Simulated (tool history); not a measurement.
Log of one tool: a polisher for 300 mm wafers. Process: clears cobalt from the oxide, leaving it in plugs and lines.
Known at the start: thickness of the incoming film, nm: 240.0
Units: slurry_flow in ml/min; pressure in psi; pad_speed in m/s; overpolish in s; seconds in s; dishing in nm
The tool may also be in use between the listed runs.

run,day,slurry_flow,pressure,pad_speed,overpolish,seconds,dishing
1,0,255,2.1,0.76,22,64.254,39.274
2,0.058,255,2.1,0.76,27,64.469,41.302
3,0.254,290,2.1,0.76,27,62.52,40.484
4,0.467,290,2.4,0.76,27,55.837,42.368
5,0.65,310,2.4,0.76,22,54.888,39.855
6,0.729,310,2.4,0.76,29,55.783,42.591
7,0.85,330,2.4,0.76,23,55.076,40.072
8,0.992,350,2.4,0.76,18,54.963,38.391
9,1.279,280,2.6,0.76,8,51.903,25.44
10,1.538,295,2.6,0.76,10,52.086,29.46

Run 11 comes next. What will it give?
11,1.888,300,2.6,0.76,11,?,?

Run 11 gave seconds 50.905 s, dishing 30.491 nm.
